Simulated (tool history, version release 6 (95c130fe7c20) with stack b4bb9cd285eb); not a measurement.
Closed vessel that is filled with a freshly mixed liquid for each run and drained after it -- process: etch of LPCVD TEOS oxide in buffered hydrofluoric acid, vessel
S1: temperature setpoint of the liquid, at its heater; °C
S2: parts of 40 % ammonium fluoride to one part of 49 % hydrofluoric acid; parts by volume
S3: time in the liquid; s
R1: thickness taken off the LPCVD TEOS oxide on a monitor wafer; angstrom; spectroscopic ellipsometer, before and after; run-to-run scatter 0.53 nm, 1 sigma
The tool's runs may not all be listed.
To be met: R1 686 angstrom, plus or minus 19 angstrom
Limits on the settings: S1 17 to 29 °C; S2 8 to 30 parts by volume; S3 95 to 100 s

run 1 hour=0 | S1=21 S2=22.5 S3=95 | R1=947.21
run 2 hour=6 | S1=21 S2=19 S3=95 | R1=1058.7
run 3 hour=7.5 | S1=21 S2=19 S3=95 | R1=1073.3
run 4 hour=15.1 | S1=20 S2=20.5 S3=95 | R1=939.62
run 5 hour=22.3 | S1=19.5 S2=21 S3=95 | R1=910.3
run 6 hour=24.3 | S1=19 S2=22 S3=95 | R1=861.76
run 7 hour=31.9 | S1=18.5 S2=23 S3=95 | R1=787.72
run 8 hour=39.5 | S1=18 S2=23.5 S3=95 | R1=765.51
run 9 hour=42.2 | S1=18 S2=24 S3=95 | R1=763.32
run 10 hour=44.2 | S1=18 S2=24.5 S3=95 | R1=746.84
run 11 hour=49.7 | S1=17.5 S2=25 S3=95 | R1=720.45

Exactly one of the 5 candidate moves below puts every result within its allowed miss. Which one?
run A hour=55.2 | S1=18 S2=26 S3=95 | R1=?
run B hour=55.2 | S1=18 S2=24.5 S3=95 | R1=?
run C hour=55.2 | S1=18 S2=28 S3=100 | R1=?
run D hour=55.2 | S1=17.5 S2=25.5 S3=100 | R1=?
run E hour=55.2 | S1=17 S2=27.5 S3=100 | R1=?

move=A R1=719
move=B R1=749.2
move=C R1=718.97
move=D R1=745.5
move=E R1=687.51
A: no nearer and no further than the last run
B: its largest miss is bigger than the last run's
C: no nearer and no further than the last run
D: its largest miss is bigger than the last run's
E: meets every target
Move E is the one to make.
